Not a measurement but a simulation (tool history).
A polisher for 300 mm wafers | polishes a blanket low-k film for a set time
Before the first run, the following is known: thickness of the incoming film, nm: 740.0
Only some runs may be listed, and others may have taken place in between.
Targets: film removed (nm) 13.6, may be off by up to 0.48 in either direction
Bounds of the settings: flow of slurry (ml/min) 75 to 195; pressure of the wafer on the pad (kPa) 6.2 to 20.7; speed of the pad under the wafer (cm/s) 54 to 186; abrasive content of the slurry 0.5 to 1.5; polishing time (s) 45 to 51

run	day	flow of slurry (ml/min)	pressure of the wafer on the pad (kPa)	speed of the pad under the wafer (cm/s)	abrasive content of the slurry	polishing time (s)	film removed (nm)
1	0	125	13.1	118	1	51	18.246
2	0.225	125	13.1	118	1	51	18.347
3	0.262	120	12.4	118	1	51	17.187
4	0.317	120	12.4	118	1	51	17.118
5	0.646	115	11.7	118	1	51	16.362
6	1.012	115	11.7	118	1.2	51	17.752
7	1.338	110	11	118	1.2	51	16.275
8	1.512	105	10.3	118	1.2	51	14.941
9	1.579	100	10.3	118	1.2	51	14.913
10	1.846	100	10.3	118	1.2	51	14.559
11	2.121	95	10.3	118	1.2	51	14.851
12	2.458	90	10.3	118	1.2	51	14.535
13	2.671	85	10.3	118	1.2	51	14.089

Consider the 4 candidate settings below. Which is the only one whose results all fall within their allowed miss of target?
A	2.883	115	9.7	114	1.2	50	?
B	2.883	95	12.4	90	1.45	50	?
C	2.883	80	9	146	1.3	51	?
D	2.883	95	10.3	126	1.35	47	?

move	film removed (nm)
A	13.934
B	15.042
C	14.949
D	15.102
A: hits every target within its allowed miss
B: misses by more than the last run did
C: misses by more than the last run did
D: misses by more than the last run did
Go with A: it meets all targets.

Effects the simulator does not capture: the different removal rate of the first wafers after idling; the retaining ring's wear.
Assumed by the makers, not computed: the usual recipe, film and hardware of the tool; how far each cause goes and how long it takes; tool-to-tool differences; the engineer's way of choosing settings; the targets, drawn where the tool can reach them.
